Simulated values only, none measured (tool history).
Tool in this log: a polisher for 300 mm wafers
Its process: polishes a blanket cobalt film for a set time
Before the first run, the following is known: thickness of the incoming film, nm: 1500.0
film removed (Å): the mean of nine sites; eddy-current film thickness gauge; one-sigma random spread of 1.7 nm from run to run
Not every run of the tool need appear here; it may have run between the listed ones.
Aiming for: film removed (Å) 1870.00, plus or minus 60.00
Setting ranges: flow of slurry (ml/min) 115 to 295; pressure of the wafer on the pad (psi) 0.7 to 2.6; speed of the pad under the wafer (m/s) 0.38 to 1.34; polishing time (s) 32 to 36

| run | hour | flow of slurry (ml/min) | pressure of the wafer on the pad (psi) | speed of the pad under the wafer (m/s) | polishing time (s) | film removed (Å) |
|---|---|---|---|---|---|---|
| 1 | 0.0 | 190 | 1.6 | 0.86 | 36 | 1428.60 |
| 2 | 6.3 | 190 | 1.2 | 0.86 | 36 | 1117.00 |
| 3 | 11.4 | 190 | 1.2 | 0.86 | 32 | 1000.00 |
| 4 | 12.6 | 190 | 1.0 | 0.86 | 32 | 865.69 |
| 5 | 18.3 | 190 | 1.0 | 0.86 | 32 | 865.81 |
| 6 | 22.8 | 195 | 1.2 | 0.86 | 32 | 980.32 |
| 7 | 26.0 | 195 | 1.4 | 0.86 | 32 | 1118.80 |
| 8 | 27.2 | 195 | 1.5 | 0.86 | 32 | 1192.30 |
| 9 | 32.3 | 195 | 1.6 | 0.86 | 32 | 1242.20 |
| 10 | 37.8 | 195 | 1.7 | 0.86 | 32 | 1331.10 |

4 candidate next runs follow, results not yet known. Just one meets every target within its allowed miss. Identify it.
| A | 43.3 | 210 | 1.8 | 0.86 | 35 | ? |
| B | 43.3 | 120 | 1.9 | 1.24 | 34 | ? |
| C | 43.3 | 210 | 1.6 | 0.92 | 34 | ? |
| D | 43.3 | 185 | 2.0 | 0.96 | 36 | ? |

| move | film removed (Å) |
|---|---|
| A | 1548.60 |
| B | 2020.60 |
| C | 1457.20 |
| D | 1901.20 |
A: moves toward the targets from the last run without getting all of them in spec
B: takes the result that was furthest off past its target
C: moves toward the targets from the last run without getting all of them in spec
D: all results land within tolerance of their targets
The right move is D.
